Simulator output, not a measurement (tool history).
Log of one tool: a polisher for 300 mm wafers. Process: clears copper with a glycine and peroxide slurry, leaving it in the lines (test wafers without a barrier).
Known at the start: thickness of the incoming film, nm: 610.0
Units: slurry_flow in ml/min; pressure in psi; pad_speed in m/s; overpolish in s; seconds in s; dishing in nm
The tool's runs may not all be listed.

run 1 hour=0 | slurry_flow=150 pressure=2.7 pad_speed=1.28 overpolish=15 | seconds=112.18 dishing=56.132
run 2 hour=2.4 | slurry_flow=150 pressure=2.7 pad_speed=1.28 overpolish=20 | seconds=114.83 dishing=67.57
run 3 hour=3.1 | slurry_flow=150 pressure=2.5 pad_speed=1.28 overpolish=17 | seconds=120.93 dishing=57.243
run 4 hour=11 | slurry_flow=150 pressure=2.1 pad_speed=1.28 overpolish=17 | seconds=138.93 dishing=53.22
run 5 hour=18.9 | slurry_flow=150 pressure=2.5 pad_speed=1.28 overpolish=17 | seconds=121.2 dishing=59.106
run 6 hour=27.3 | slurry_flow=150 pressure=2.4 pad_speed=1.26 overpolish=15 | seconds=125.76 dishing=51.161
run 7 hour=34.4 | slurry_flow=150 pressure=2.3 pad_speed=1.24 overpolish=13 | seconds=130.82 dishing=43.489

Forecast run 8:
run 8 hour=37.5 | slurry_flow=150 pressure=2.2 pad_speed=1.24 overpolish=12 | seconds=? dishing=?

Run 8 gave seconds 135.67 s, dishing 38.84 nm.
